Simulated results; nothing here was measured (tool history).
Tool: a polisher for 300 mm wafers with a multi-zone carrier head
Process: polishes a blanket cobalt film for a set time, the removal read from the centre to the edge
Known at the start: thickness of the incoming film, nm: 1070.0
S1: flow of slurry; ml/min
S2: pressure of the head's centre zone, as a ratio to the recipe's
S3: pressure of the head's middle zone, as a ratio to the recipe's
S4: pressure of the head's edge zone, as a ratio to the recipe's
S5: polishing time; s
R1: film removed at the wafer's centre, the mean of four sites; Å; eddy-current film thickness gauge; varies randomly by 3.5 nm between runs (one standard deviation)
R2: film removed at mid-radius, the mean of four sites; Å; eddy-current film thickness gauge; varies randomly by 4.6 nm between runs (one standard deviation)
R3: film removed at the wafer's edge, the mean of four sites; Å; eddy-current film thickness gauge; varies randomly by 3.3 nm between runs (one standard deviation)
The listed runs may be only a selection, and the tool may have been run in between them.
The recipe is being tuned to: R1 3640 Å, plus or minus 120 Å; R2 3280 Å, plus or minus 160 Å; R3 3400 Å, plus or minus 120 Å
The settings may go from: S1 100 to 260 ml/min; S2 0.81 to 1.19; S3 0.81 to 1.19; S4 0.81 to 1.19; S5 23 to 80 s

{"run": 1, "day": 0.0, "S1": 165, "S2": 1, "S3": 1, "S4": 1, "S5": 51, "R1": 3166.4, "R2": 3069.4, "R3": 3005.1}
{"run": 2, "day": 0.3, "S1": 165, "S2": 1, "S3": 0.95, "S4": 1, "S5": 51, "R1": 3122.4, "R2": 2940.6, "R3": 3023.6}
{"run": 3, "day": 0.638, "S1": 165, "S2": 1, "S3": 0.95, "S4": 1, "S5": 44, "R1": 2656.6, "R2": 2485.2, "R3": 2566.5}
{"run": 4, "day": 0.971, "S1": 125, "S2": 1, "S3": 0.95, "S4": 1, "S5": 44, "R1": 2495, "R2": 2438.8, "R3": 2436.5}
{"run": 5, "day": 1.075, "S1": 125, "S2": 1, "S3": 0.95, "S4": 1, "S5": 33, "R1": 1867.3, "R2": 1810, "R3": 1847.4}
{"run": 6, "day": 1.262, "S1": 100, "S2": 1, "S3": 0.95, "S4": 1, "S5": 33, "R1": 1747.6, "R2": 1655.2, "R3": 1726.9}
{"run": 7, "day": 1.304, "S1": 115, "S2": 1.01, "S3": 0.95, "S4": 1.02, "S5": 35, "R1": 1951.4, "R2": 1836.3, "R3": 1950.1}
{"run": 8, "day": 1.629, "S1": 115, "S2": 1.01, "S3": 0.95, "S4": 1.02, "S5": 35, "R1": 1953.2, "R2": 1801.4, "R3": 1965}
{"run": 9, "day": 1.896, "S1": 130, "S2": 1.02, "S3": 0.97, "S4": 1.03, "S5": 36, "R1": 2093.8, "R2": 2004.1, "R3": 2035.2}
{"run": 10, "day": 1.983, "S1": 140, "S2": 1.03, "S3": 0.97, "S4": 1.05, "S5": 37, "R1": 2203.8, "R2": 2082.6, "R3": 2120.6}
{"run": 11, "day": 2.354, "S1": 150, "S2": 1.03, "S3": 0.97, "S4": 1.06, "S5": 38, "R1": 2364.4, "R2": 2198.6, "R3": 2244.4}
{"run": 12, "day": 2.475, "S1": 200, "S2": 1.03, "S3": 1.01, "S4": 1.16, "S5": 51, "R1": 3307.4, "R2": 3120, "R3": 3330.7}
{"run": 13, "day": 2.567, "S1": 205, "S2": 1.03, "S3": 1.01, "S4": 1.16, "S5": 51, "R1": 3332.3, "R2": 3253.1, "R3": 3245}

Exactly one of the 5 candidate moves below puts every result within its allowed miss. Which one?
{"run": "A", "day": 2.658, "S1": 260, "S2": 1.12, "S3": 1.09, "S4": 0.99, "S5": 48, "R1": "?", "R2": "?", "R3": "?"}
{"run": "B", "day": 2.658, "S1": 205, "S2": 0.94, "S3": 1.03, "S4": 1.16, "S5": 53, "R1": "?", "R2": "?", "R3": "?"}
{"run": "C", "day": 2.658, "S1": 240, "S2": 1.19, "S3": 1.03, "S4": 1.09, "S5": 48, "R1": "?", "R2": "?", "R3": "?"}
{"run": "D", "day": 2.658, "S1": 240, "S2": 1.08, "S3": 0.99, "S4": 1.17, "S5": 52, "R1": "?", "R2": "?", "R3": "?"}
{"run": "E", "day": 2.658, "S1": 225, "S2": 1.16, "S3": 1.09, "S4": 1.1, "S5": 48, "R1": "?", "R2": "?", "R3": "?"}

move=A R1=3547.4 R2=3207.5 R3=2930.5
move=B R1=3170.2 R2=3273.6 R3=3424.1
move=C R1=3729.2 R2=3025.7 R3=3052.8
move=D R1=3663.1 R2=3171.4 R3=3431.3
move=E R1=3602.5 R2=3149.2 R3=3045.3
A: brings the last run's worst result on target, with another outside its allowed miss
B: moves away from the targets compared with the last run
C: brings the last run's worst result on target, with another outside its allowed miss
D: each result inside its tolerance
E: brings the last run's worst result on target, with another outside its allowed miss
The move that meets every target is D.

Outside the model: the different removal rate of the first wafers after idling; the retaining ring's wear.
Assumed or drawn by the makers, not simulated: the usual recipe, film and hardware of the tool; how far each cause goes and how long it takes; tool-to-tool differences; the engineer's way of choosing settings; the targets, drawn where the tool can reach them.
